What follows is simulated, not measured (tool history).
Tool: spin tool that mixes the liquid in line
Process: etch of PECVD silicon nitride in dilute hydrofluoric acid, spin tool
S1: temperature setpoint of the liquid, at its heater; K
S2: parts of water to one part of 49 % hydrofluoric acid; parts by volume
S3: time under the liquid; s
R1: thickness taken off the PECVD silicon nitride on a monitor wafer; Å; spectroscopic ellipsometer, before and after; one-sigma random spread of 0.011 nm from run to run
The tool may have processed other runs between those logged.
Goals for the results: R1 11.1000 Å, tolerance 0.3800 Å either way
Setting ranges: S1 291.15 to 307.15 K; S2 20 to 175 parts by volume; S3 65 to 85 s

run	day	S1	S2	S3	R1
1	0.000	299.15	95	85	18.1690
2	0.262	299.15	70	85	24.7440
3	0.508	302.65	70	85	30.1990
4	0.612	302.65	70	65	23.7640
5	0.892	305.65	70	65	28.5220
6	1.129	305.65	70	85	37.0150
7	1.433	305.65	70	85	37.8440
8	1.775	301.15	75	85	26.4330
9	2.058	298.15	85	85	19.2500

Next run, 5 choices. One meets every target within its allowed miss, the rest don't. Which?
A	2.342	294.65	100	65	?
B	2.342	296.65	90	70	?
C	2.342	301.15	60	80	?
D	2.342	296.65	100	65	?
E	2.342	297.65	75	65	?

move	R1
A	9.7906
B	13.3670
C	30.6590
D	11.1880
E	15.8750
A: pushes the last run's worst result past its target
B: closes in on the targets versus the last run, not all within tolerance yet
C: its largest miss is bigger than the last run's
D: each result inside its tolerance
E: closes in on the targets versus the last run, not all within tolerance yet
D meets every target.
